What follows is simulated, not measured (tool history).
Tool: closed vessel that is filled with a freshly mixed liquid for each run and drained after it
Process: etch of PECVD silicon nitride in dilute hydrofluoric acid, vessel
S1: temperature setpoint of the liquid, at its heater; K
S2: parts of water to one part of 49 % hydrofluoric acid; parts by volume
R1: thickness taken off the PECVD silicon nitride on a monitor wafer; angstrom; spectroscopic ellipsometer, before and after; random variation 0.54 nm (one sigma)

{"run": 1, "hour": 0.0, "S1": 294.15, "S2": 120, "time in the liquid (s)": 2860, "R1": 388.28}
{"run": 2, "hour": 6.1, "S1": 294.15, "S2": 120, "time in the liquid (s)": 2860, "R1": 386.96}
{"run": 3, "hour": 12.6, "S1": 296.65, "S2": 105, "time in the liquid (s)": 2860, "R1": 516.74}
{"run": 4, "hour": 15.3, "S1": 298.65, "S2": 105, "time in the liquid (s)": 2860, "R1": 589.73}
{"run": 5, "hour": 17.3, "S1": 299.65, "S2": 95, "time in the liquid (s)": 2860, "R1": 696.45}
{"run": 6, "hour": 23.9, "S1": 299.65, "S2": 95, "time in the liquid (s)": 2860, "R1": 697.35}
{"run": 7, "hour": 29.6, "S1": 300.65, "S2": 90, "time in the liquid (s)": 2860, "R1": 790.24}
{"run": 8, "hour": 36.3, "S1": 301.15, "S2": 85, "time in the liquid (s)": 2860, "R1": 855.04}

The next listed run, before its measurement:
{"run": 9, "hour": 45.9, "S1": 301.65, "S2": 80, "time in the liquid (s)": 2860, "R1": "?"}

{"run 9": {"R1": 947.55}}

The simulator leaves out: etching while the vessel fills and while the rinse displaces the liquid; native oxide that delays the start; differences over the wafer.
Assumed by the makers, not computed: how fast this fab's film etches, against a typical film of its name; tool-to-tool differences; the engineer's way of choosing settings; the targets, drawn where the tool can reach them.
